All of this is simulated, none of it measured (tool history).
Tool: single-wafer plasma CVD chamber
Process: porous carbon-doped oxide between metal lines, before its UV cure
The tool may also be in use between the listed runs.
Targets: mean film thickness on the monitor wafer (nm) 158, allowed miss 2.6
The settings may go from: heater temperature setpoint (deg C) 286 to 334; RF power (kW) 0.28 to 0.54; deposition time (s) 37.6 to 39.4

run	hour	heater temperature setpoint (deg C)	RF power (kW)	deposition time (s)	mean film thickness on the monitor wafer (nm)
1	0	310	0.41	39.4	183.67
2	8.8	312	0.405	39.4	179.8
3	16.1	314	0.405	39.4	177.35
4	20.6	306	0.405	39.4	183.65
5	23.7	306	0.405	39.4	184.36
6	27.7	314	0.405	39.4	178.34
7	31.9	316	0.4	39.4	174.41
8	33.7	318	0.4	39.4	171.82
9	34.6	319	0.4	39.4	171.35
10	42.9	320	0.4	39.4	171.36
11	45.9	321	0.4	39.4	169.34
12	52.6	322	0.4	39.4	168.33
13	54.3	323	0.4	39.4	167.44
14	59.6	324	0.4	39.4	167.57
15	64.1	324	0.4	39.4	167.16

5 next moves are on the table. One of them brings every result within its allowed miss. Which?
A	68.6	324	0.375	37.9	?
B	68.6	331	0.45	39.4	?
C	68.6	320	0.43	39.4	?
D	68.6	329	0.405	37.6	?
E	68.6	327	0.385	37.6	?

move	mean film thickness on the monitor wafer (nm)
A	151.92
B	182.73
C	183.76
D	159.32
E	152.86
A: takes the result that was furthest off past its target
B: further off than the last run
C: further off than the last run
D: meets every target
E: takes the result that was furthest off past its target
The right move is D.
